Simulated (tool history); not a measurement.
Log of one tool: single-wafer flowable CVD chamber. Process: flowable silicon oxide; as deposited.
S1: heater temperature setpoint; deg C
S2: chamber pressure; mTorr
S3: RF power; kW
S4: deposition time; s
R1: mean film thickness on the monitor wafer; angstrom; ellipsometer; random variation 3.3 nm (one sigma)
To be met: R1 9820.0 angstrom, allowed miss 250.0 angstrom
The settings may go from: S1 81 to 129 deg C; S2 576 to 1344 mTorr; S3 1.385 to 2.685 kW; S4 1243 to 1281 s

| run | hour | S1 | S2 | S3 | S4 | R1 |
|---|---|---|---|---|---|---|
| 1 | 0.0 | 105 | 960 | 2.035 | 1243 | 8748.8 |
| 2 | 5.2 | 105 | 960 | 2.035 | 1281 | 9040.1 |
| 3 | 14.0 | 113 | 960 | 2.035 | 1281 | 7147.5 |
| 4 | 14.8 | 117 | 960 | 2.035 | 1281 | 6415.1 |
| 5 | 20.1 | 117 | 960 | 2.225 | 1281 | 6517.4 |
| 6 | 21.6 | 114 | 961 | 2.225 | 1281 | 7110.6 |
| 7 | 22.8 | 111 | 962 | 2.225 | 1281 | 7769.7 |
| 8 | 26.2 | 109 | 963 | 2.225 | 1281 | 8147.1 |
| 9 | 32.9 | 107 | 964 | 2.225 | 1281 | 8677.7 |
| 10 | 40.9 | 106 | 964 | 2.225 | 1281 | 8903.4 |
| 11 | 41.9 | 105 | 964 | 2.225 | 1281 | 9187.2 |
| 12 | 44.8 | 104 | 964 | 2.225 | 1281 | 9503.7 |

5 next moves are on the table. One of them brings every result within its allowed miss. Which?
| A | 47.7 | 105 | 1017 | 2.380 | 1281 | ? |
| B | 47.7 | 105 | 943 | 2.430 | 1253 | ? |
| C | 47.7 | 103 | 927 | 2.245 | 1243 | ? |
| D | 47.7 | 107 | 1006 | 2.465 | 1271 | ? |
| E | 47.7 | 98 | 761 | 2.460 | 1243 | ? |

| move | R1 |
|---|---|
| A | 9749.7 |
| B | 8932.3 |
| C | 9135.0 |
| D | 9086.6 |
| E | 8998.4 |
A: meets every target
B: further off than the last run
C: further off than the last run
D: further off than the last run
E: further off than the last run
Move A is the one to make.

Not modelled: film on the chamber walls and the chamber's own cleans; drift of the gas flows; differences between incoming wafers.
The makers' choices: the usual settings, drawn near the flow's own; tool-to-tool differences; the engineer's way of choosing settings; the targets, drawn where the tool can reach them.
